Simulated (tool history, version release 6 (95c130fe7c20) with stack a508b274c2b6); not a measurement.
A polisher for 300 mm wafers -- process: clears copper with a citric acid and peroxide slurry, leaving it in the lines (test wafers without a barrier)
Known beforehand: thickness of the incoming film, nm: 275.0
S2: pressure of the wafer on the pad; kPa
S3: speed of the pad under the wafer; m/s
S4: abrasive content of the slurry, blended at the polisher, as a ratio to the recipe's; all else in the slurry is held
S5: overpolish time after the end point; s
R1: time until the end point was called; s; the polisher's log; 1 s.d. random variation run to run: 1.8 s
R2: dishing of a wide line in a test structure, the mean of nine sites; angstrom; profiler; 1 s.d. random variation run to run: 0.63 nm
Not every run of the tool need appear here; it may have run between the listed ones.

{"run": 1, "hour": 0.0, "flow of slurry (ml/min)": 280, "S2": 26.9, "S3": 0.96, "S4": 1, "S5": 17, "R1": 107.77, "R2": 293}
{"run": 2, "hour": 6.1, "flow of slurry (ml/min)": 280, "S2": 26.9, "S3": 0.96, "S4": 1, "S5": 23, "R1": 106.13, "R2": 372.98}
{"run": 3, "hour": 7.9, "flow of slurry (ml/min)": 280, "S2": 26.9, "S3": 0.96, "S4": 1, "S5": 17, "R1": 111.04, "R2": 285.36}
{"run": 4, "hour": 10.1, "flow of slurry (ml/min)": 280, "S2": 26.9, "S3": 0.82, "S4": 1, "S5": 17, "R1": 124.87, "R2": 251.7}
{"run": 5, "hour": 18.2, "flow of slurry (ml/min)": 280, "S2": 26.9, "S3": 0.6, "S4": 1, "S5": 17, "R1": 158.63, "R2": 194.48}
{"run": 6, "hour": 22.7, "flow of slurry (ml/min)": 280, "S2": 29.6, "S3": 0.6, "S4": 1, "S5": 17, "R1": 147.47, "R2": 218.33}
{"run": 7, "hour": 29.0, "flow of slurry (ml/min)": 275, "S2": 37.2, "S3": 0.74, "S4": 1, "S5": 25, "R1": 96.401, "R2": 419.44}

Run 8, settings as shown, results not yet in. Your forecast:
{"run": 8, "hour": 32.1, "flow of slurry (ml/min)": 275, "S2": 36.5, "S3": 0.74, "S4": 1, "S5": 26, "R1": "?", "R2": "?"}

Run 8 yielded R1 101.12 s, R2 440.19 angstrom.
